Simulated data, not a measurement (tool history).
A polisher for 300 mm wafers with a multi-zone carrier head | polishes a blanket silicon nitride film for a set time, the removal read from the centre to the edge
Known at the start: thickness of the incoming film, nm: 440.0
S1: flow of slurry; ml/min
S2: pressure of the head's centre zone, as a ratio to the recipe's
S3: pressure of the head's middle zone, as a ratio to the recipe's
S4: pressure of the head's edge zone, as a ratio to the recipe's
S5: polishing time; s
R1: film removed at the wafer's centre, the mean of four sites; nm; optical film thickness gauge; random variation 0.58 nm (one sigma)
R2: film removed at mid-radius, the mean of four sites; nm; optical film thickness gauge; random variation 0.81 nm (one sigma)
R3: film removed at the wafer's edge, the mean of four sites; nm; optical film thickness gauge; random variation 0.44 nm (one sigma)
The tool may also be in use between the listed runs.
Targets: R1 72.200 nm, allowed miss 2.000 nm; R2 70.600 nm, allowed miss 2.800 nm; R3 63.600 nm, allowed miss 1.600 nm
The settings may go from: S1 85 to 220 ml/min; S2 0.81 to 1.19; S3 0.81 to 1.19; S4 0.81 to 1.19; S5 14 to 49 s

| run | hour | S1 | S2 | S3 | S4 | S5 | R1 | R2 | R3 |
|---|---|---|---|---|---|---|---|---|---|
| 1 | 0.0 | 140 | 1.00 | 1.00 | 1.00 | 31 | 47.653 | 47.416 | 47.418 |
| 2 | 6.9 | 150 | 1.02 | 1.02 | 1.02 | 32 | 50.169 | 50.802 | 49.896 |
| 3 | 14.0 | 150 | 1.02 | 0.97 | 1.02 | 32 | 50.623 | 49.236 | 49.543 |
| 4 | 16.9 | 155 | 1.04 | 0.99 | 1.03 | 33 | 53.181 | 51.384 | 51.324 |
| 5 | 18.5 | 155 | 1.04 | 0.96 | 1.03 | 33 | 52.880 | 50.503 | 51.825 |
| 6 | 22.1 | 155 | 1.04 | 0.96 | 0.96 | 33 | 53.393 | 50.885 | 50.073 |
| 7 | 28.5 | 160 | 1.05 | 0.98 | 0.97 | 34 | 55.938 | 52.013 | 52.341 |
| 8 | 33.0 | 165 | 1.05 | 1.01 | 0.96 | 35 | 57.482 | 56.492 | 53.951 |
| 9 | 37.1 | 170 | 1.06 | 1.02 | 0.97 | 35 | 58.568 | 55.475 | 54.438 |
| 10 | 41.3 | 170 | 1.06 | 1.04 | 0.96 | 36 | 60.274 | 59.379 | 55.310 |
| 11 | 44.1 | 175 | 1.07 | 1.05 | 0.97 | 36 | 59.785 | 59.742 | 55.928 |
| 12 | 47.0 | 175 | 1.07 | 1.05 | 0.97 | 36 | 60.938 | 60.224 | 55.803 |
| 13 | 53.6 | 180 | 1.08 | 1.06 | 0.98 | 36 | 62.077 | 59.796 | 56.101 |
| 14 | 57.3 | 180 | 1.08 | 1.07 | 0.99 | 36 | 61.300 | 61.425 | 56.536 |
| 15 | 59.1 | 215 | 1.18 | 1.12 | 1.09 | 37 | 71.593 | 65.654 | 61.450 |

4 next moves are on the table. One of them brings every result within its allowed miss. Which?
| A | 60.9 | 220 | 1.14 | 1.12 | 1.06 | 39 | ? | ? | ? |
| B | 60.9 | 205 | 1.15 | 1.06 | 1.15 | 37 | ? | ? | ? |
| C | 60.9 | 195 | 1.18 | 0.97 | 1.10 | 38 | ? | ? | ? |
| D | 60.9 | 220 | 1.19 | 1.15 | 0.96 | 37 | ? | ? | ? |

| move | R1 | R2 | R3 |
|---|---|---|---|
| A | 72.065 | 70.901 | 63.425 |
| B | 68.303 | 63.625 | 62.029 |
| C | 71.454 | 60.242 | 62.258 |
| D | 71.404 | 68.803 | 57.713 |
A: meets every target
B: further off than the last run
C: further off than the last run
D: brings the result that was furthest off to its target, and leaves another outside
Answer: A
